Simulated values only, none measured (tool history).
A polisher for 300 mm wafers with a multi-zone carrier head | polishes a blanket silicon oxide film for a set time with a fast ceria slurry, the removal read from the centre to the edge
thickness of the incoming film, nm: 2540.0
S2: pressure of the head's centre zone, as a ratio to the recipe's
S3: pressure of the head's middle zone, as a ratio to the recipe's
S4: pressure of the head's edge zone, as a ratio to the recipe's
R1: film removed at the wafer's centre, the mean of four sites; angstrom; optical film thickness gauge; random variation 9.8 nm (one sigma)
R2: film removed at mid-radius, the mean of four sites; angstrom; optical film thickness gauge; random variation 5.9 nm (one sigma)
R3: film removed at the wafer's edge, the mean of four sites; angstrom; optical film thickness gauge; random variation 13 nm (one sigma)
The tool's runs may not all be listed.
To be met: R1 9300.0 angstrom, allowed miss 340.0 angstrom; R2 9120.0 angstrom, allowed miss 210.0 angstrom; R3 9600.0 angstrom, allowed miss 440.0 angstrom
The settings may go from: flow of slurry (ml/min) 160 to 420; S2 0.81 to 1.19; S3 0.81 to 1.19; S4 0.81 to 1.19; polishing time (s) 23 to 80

Run 1, hour 0.0: flow of slurry (ml/min) 270, S2 1.00, S3 1.00, S4 1.00, polishing time (s) 51. Result: R1 7730.5 angstrom, R2 8149.8 angstrom, R3 7989.0 angstrom.
Run 2, hour 8.2: flow of slurry (ml/min) 270, S2 1.00, S3 1.00, S4 1.00, polishing time (s) 57. Result: R1 8425.8 angstrom, R2 9120.1 angstrom, R3 8768.2 angstrom.
Run 3, hour 12.3: flow of slurry (ml/min) 230, S2 1.00, S3 1.00, S4 1.00, polishing time (s) 57. Result: R1 8354.0 angstrom, R2 8998.8 angstrom, R3 8752.7 angstrom.
Run 4, hour 18.8: flow of slurry (ml/min) 230, S2 0.94, S3 1.00, S4 1.00, polishing time (s) 57. Result: R1 8069.3 angstrom, R2 8890.8 angstrom, R3 8818.6 angstrom.
Run 5, hour 19.3: flow of slurry (ml/min) 235, S2 0.96, S3 0.99, S4 1.01, polishing time (s) 57. Result: R1 8119.7 angstrom, R2 8865.5 angstrom, R3 8991.5 angstrom.
Run 6, hour 23.1: flow of slurry (ml/min) 240, S2 0.98, S3 0.98, S4 1.02, polishing time (s) 57. Result: R1 8253.8 angstrom, R2 8803.5 angstrom, R3 8843.5 angstrom.
Run 7, hour 27.9: flow of slurry (ml/min) 240, S2 0.98, S3 0.98, S4 1.02, polishing time (s) 57. Result: R1 8403.4 angstrom, R2 8798.5 angstrom, R3 8907.4 angstrom.
Run 8, hour 36.3: flow of slurry (ml/min) 245, S2 0.99, S3 0.98, S4 1.03, polishing time (s) 57. Result: R1 8421.2 angstrom, R2 8777.2 angstrom, R3 9076.7 angstrom.
Run 9, hour 39.4: flow of slurry (ml/min) 250, S2 1.00, S3 0.98, S4 1.04, polishing time (s) 57. Result: R1 8536.2 angstrom, R2 8908.1 angstrom, R3 8875.3 angstrom.
Run 10, hour 44.5: flow of slurry (ml/min) 250, S2 1.00, S3 0.97, S4 1.05, polishing time (s) 58. Result: R1 8615.3 angstrom, R2 8847.1 angstrom, R3 9221.4 angstrom.
Run 11, hour 46.4: flow of slurry (ml/min) 255, S2 1.01, S3 0.97, S4 1.06, polishing time (s) 58. Result: R1 8875.3 angstrom, R2 8932.7 angstrom, R3 9250.2 angstrom.
Run 12, hour 47.3: flow of slurry (ml/min) 260, S2 1.01, S3 0.97, S4 1.07, polishing time (s) 58. Result: R1 8983.7 angstrom, R2 8992.7 angstrom, R3 9237.0 angstrom.
Run 13, hour 47.8: flow of slurry (ml/min) 260, S2 1.01, S3 0.97, S4 1.08, polishing time (s) 58. Result: R1 8854.0 angstrom, R2 8960.8 angstrom, R3 9364.3 angstrom.

5 next moves are on the table. One of them brings every result within its allowed miss. Which?
Run A, hour 48.3: flow of slurry (ml/min) 395, S2 1.01, S3 1.05, S4 1.02, polishing time (s) 53. Result: R1 ?, R2 ?, R3 ?.
Run B, hour 48.3: flow of slurry (ml/min) 185, S2 1.04, S3 0.95, S4 1.04, polishing time (s) 63. Result: R1 ?, R2 ?, R3 ?.
Run C, hour 48.3: flow of slurry (ml/min) 235, S2 0.92, S3 0.94, S4 1.18, polishing time (s) 59. Result: R1 ?, R2 ?, R3 ?.
Run D, hour 48.3: flow of slurry (ml/min) 255, S2 1.12, S3 0.99, S4 0.96, polishing time (s) 57. Result: R1 ?, R2 ?, R3 ?.
Run E, hour 48.3: flow of slurry (ml/min) 265, S2 1.05, S3 1.04, S4 1.06, polishing time (s) 54. Result: R1 ?, R2 ?, R3 ?.

move      R1      R2      R3
   A  8348.3  9035.8  8502.9
   B  9356.8  9139.5  9626.0
   C  8096.2  8741.5  9724.2
   D  9460.2  8893.0  8675.2
   E  8485.6  8820.5  8573.1
A: further off than the last run
B: meets every target
C: further off than the last run
D: brings the result that was furthest off to its target, and leaves another outside
E: further off than the last run
Move B is the one to make.
